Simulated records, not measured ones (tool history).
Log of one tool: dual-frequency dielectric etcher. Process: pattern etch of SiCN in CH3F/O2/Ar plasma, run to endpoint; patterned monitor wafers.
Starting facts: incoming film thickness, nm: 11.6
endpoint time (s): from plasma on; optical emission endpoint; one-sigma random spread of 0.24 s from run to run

run,hour,source power (kW),bias power (kW),endpoint time (s)
1,0,0.43,0.06,34.844
2,2,0.43,0.055,35.576
3,3.1,0.46,0.057,33.454
4,6.9,0.46,0.062,33.087
5,11.3,0.41,0.062,34.493
6,15.5,0.41,0.052,36.437

Run 7, settings as shown, results not yet in. Your forecast:
7,24.2,0.45,0.054,?

Run 7 yielded endpoint time (s) 34.748.
